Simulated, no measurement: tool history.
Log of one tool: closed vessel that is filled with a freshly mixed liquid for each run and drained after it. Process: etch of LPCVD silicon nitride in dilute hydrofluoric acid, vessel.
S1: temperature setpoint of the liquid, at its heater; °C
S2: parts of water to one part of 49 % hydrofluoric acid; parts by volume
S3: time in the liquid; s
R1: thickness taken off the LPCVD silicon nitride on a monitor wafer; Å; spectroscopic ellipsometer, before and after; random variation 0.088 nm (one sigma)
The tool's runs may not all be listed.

run	day	S1	S2	S3	R1
1	0.000	20.0	295	2610	33.774
2	0.054	20.5	295	2610	35.307
3	0.246	21.0	295	2610	37.006
4	0.458	19.0	295	2610	31.573
5	0.638	19.5	295	2610	32.224
6	0.892	19.5	295	2610	34.427
7	0.971	20.0	290	2610	37.097
8	1.062	20.5	290	2610	36.828

Forecast run 9:
9	1.242	21.0	290	2610	?

{"run 9": {"R1": 38.245}}
